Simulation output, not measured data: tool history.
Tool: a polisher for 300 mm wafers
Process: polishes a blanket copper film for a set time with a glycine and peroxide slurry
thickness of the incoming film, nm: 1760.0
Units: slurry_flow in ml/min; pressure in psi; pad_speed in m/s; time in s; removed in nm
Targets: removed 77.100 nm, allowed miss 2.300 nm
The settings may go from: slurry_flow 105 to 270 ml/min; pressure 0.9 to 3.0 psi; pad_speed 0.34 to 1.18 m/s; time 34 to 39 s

run	hour	slurry_flow	pressure	pad_speed	time	removed
1	0.0	175	1.9	0.76	39	113.280
2	4.6	170	1.7	0.76	39	104.070
3	7.0	170	1.7	0.62	39	94.570
4	13.1	205	1.7	0.62	39	96.151
5	15.5	205	1.6	0.62	39	93.850
6	20.9	200	1.5	0.62	39	88.787
7	29.2	200	1.5	0.62	39	88.868
8	37.3	195	1.4	0.62	39	85.492
9	45.3	190	1.3	0.62	39	81.385
10	52.5	185	1.3	0.62	39	81.292

4 next moves are on the table. One of them brings every result within its allowed miss. Which?
A	59.7	180	1.3	0.60	34	?
B	59.7	185	1.2	0.72	38	?
C	59.7	180	1.3	0.64	37	?
D	59.7	235	1.1	0.78	39	?

move	removed
A	69.495
B	80.680
C	77.799
D	84.084
A: takes the result that was furthest off past its target
B: nearer than the last run, and not there yet
C: meets every target
D: further off than the last run
Move C is the one to make.
